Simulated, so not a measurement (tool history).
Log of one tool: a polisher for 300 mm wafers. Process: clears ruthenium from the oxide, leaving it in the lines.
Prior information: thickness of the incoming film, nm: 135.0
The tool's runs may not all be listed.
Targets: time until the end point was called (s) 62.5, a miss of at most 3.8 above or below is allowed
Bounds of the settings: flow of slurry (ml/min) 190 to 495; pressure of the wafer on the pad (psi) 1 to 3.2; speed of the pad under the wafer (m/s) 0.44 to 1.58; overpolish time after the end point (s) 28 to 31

run    day  flow of slurry (ml/min)  pressure of the wafer on the pad (psi)  speed of the pad under the wafer (m/s)  overpolish time after the end point (s)  time until the end point was called (s)
  1      0                      320                                     2.1                                       1                                       28                                   124.87
  2  0.042                      320                                     2.4                                    1.06                                       28                                    102.9
  3  0.154                      320                                     2.4                                    0.92                                       28                                    121.8
  4  0.217                      320                                     2.6                                       1                                       28                                   101.74
  5  0.517                      320                                       3                                       1                                       28                                   90.053
  6  0.629                      320                                       3                                    0.76                                       28                                   114.06
  7  0.846                      325                                     3.1                                     0.9                                       28                                   95.415
  8   1.05                      335                                     3.2                                    1.18                                       28                                   71.623
  9  1.262                      335                                     3.2                                    1.22                                       28                                    66.85
 10  1.358                      335                                     3.2                                    1.24                                       28                                   68.693
 11  1.625                      335                                     3.2                                    1.26                                       28                                   69.229

Exercise: of the 4 proposed moves below, exactly one satisfies all targets within the stated allowed misses. Which move is it?
  A  1.892                      370                                     3.2                                    1.52                                       28                                        ?
  B  1.892                      420                                     3.1                                     1.4                                       31                                        ?
  C  1.892                      395                                     3.2                                    1.48                                       28                                        ?
  D  1.892                      375                                     3.2                                    1.54                                       28                                        ?

move  time until the end point was called (s)
   A                                   54.523
   B                                   60.301
   C                                   55.691
   D                                   53.773
A: takes the result that was furthest off past its target
B: in spec on every target
C: takes the result that was furthest off past its target
D: takes the result that was furthest off past its target
B is the move that brings every result within its allowed miss.

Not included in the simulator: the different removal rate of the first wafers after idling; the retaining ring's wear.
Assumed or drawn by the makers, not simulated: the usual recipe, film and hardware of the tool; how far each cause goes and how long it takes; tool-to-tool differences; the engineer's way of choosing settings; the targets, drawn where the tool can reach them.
